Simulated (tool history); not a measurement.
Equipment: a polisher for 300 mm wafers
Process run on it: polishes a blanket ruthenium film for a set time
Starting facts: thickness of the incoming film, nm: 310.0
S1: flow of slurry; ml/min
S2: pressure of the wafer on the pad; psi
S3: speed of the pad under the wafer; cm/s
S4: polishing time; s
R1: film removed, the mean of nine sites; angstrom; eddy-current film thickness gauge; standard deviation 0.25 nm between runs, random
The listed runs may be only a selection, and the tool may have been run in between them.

Run 1, day 0: S1 240 ml/min, S2 1.4 psi, S3 116 cm/s, S4 53 s. Result: R1 506.62 angstrom.
Run 2, day 0.046: S1 235 ml/min, S2 1.4 psi, S3 116 cm/s, S4 53 s. Result: R1 505.25 angstrom.
Run 3, day 0.371: S1 235 ml/min, S2 1.4 psi, S3 132 cm/s, S4 53 s. Result: R1 575.23 angstrom.
Run 4, day 0.396: S1 205 ml/min, S2 1.4 psi, S3 132 cm/s, S4 53 s. Result: R1 568.99 angstrom.
Run 5, day 0.471: S1 205 ml/min, S2 1.3 psi, S3 132 cm/s, S4 53 s. Result: R1 525.55 angstrom.
Run 6, day 0.529: S1 205 ml/min, S2 1.3 psi, S3 132 cm/s, S4 56 s. Result: R1 550.68 angstrom.
Run 7, day 0.579: S1 200 ml/min, S2 1.2 psi, S3 132 cm/s, S4 56 s. Result: R1 518.43 angstrom.
Run 8, day 0.679: S1 195 ml/min, S2 1.2 psi, S3 132 cm/s, S4 56 s. Result: R1 523.91 angstrom.

Predict the results of run 9:
Run 9, day 0.938: S1 195 ml/min, S2 1.1 psi, S3 132 cm/s, S4 56 s. Result: R1 ?.

Run 9 yielded R1 489.43 angstrom.
